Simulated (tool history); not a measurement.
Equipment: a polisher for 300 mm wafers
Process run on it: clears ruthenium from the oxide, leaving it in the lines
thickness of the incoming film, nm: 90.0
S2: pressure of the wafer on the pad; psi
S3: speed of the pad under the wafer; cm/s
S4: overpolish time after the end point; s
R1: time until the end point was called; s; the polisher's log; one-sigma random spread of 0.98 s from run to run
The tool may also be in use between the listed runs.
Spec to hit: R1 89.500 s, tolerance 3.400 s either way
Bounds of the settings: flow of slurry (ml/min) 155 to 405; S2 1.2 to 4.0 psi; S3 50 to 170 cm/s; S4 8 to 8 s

run 1 day=0.000 | flow_of_slurry_(ml/min)=260 S2=2.6 S3=110 S4=8 | R1=55.667
run 2 day=0.208 | flow_of_slurry_(ml/min)=260 S2=2.6 S3=110 S4=8 | R1=54.531
run 3 day=0.504 | flow_of_slurry_(ml/min)=260 S2=2.4 S3=110 S4=8 | R1=58.946
run 4 day=0.738 | flow_of_slurry_(ml/min)=260 S2=2.4 S3=110 S4=8 | R1=58.254
run 5 day=0.871 | flow_of_slurry_(ml/min)=260 S2=2.4 S3=128 S4=8 | R1=51.116
run 6 day=1.179 | flow_of_slurry_(ml/min)=260 S2=2.2 S3=126 S4=8 | R1=56.539
run 7 day=1.446 | flow_of_slurry_(ml/min)=260 S2=2.0 S3=124 S4=8 | R1=62.507
run 8 day=1.662 | flow_of_slurry_(ml/min)=260 S2=1.9 S3=124 S4=8 | R1=67.075
run 9 day=1.721 | flow_of_slurry_(ml/min)=260 S2=1.8 S3=124 S4=8 | R1=69.574
run 10 day=2.012 | flow_of_slurry_(ml/min)=260 S2=1.7 S3=124 S4=8 | R1=74.100
run 11 day=2.067 | flow_of_slurry_(ml/min)=260 S2=1.6 S3=124 S4=8 | R1=77.183

4 candidate next runs follow, results not yet known. Just one meets every target within its allowed miss. Identify it.
run A day=2.121 | flow_of_slurry_(ml/min)=155 S2=2.1 S3=90 S4=8 | R1=?
run B day=2.121 | flow_of_slurry_(ml/min)=240 S2=1.8 S3=130 S4=8 | R1=?
run C day=2.121 | flow_of_slurry_(ml/min)=245 S2=1.7 S3=112 S4=8 | R1=?
run D day=2.121 | flow_of_slurry_(ml/min)=280 S2=1.4 S3=110 S4=8 | R1=?

move=A R1=87.211
move=B R1=66.729
move=C R1=80.918
move=D R1=97.511
A: each result inside its tolerance
B: the biggest miss grows against the last run
C: better than the last run, though not everything is in spec
D: carries the result that was furthest off beyond its target, to the other side
Correct choice: A, which meets every target
